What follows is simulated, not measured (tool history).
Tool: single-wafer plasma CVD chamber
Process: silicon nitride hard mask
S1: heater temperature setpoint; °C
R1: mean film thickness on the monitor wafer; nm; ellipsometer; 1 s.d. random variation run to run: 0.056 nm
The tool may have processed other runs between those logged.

Run 1, hour 0.0: S1 385 °C, chamber pressure (mTorr) 1090, RF power (W) 315, deposition time (s) 23.9. Result: R1 27.677 nm.
Run 2, hour 8.9: S1 375 °C, chamber pressure (mTorr) 1090, RF power (W) 315, deposition time (s) 23.9. Result: R1 27.762 nm.
Run 3, hour 11.1: S1 383 °C, chamber pressure (mTorr) 1090, RF power (W) 315, deposition time (s) 23.9. Result: R1 27.730 nm.
Run 4, hour 13.8: S1 383 °C, chamber pressure (mTorr) 980, RF power (W) 310, deposition time (s) 23.9. Result: R1 26.523 nm.
Run 5, hour 22.4: S1 375 °C, chamber pressure (mTorr) 980, RF power (W) 310, deposition time (s) 23.9. Result: R1 26.629 nm.
Run 6, hour 30.0: S1 375 °C, chamber pressure (mTorr) 900, RF power (W) 305, deposition time (s) 23.9. Result: R1 25.479 nm.

For run 7, what comes out?
Run 7, hour 35.4: S1 375 °C, chamber pressure (mTorr) 850, RF power (W) 305, deposition time (s) 23.9. Result: R1 ?.

{"run 7": {"R1": 24.918}}

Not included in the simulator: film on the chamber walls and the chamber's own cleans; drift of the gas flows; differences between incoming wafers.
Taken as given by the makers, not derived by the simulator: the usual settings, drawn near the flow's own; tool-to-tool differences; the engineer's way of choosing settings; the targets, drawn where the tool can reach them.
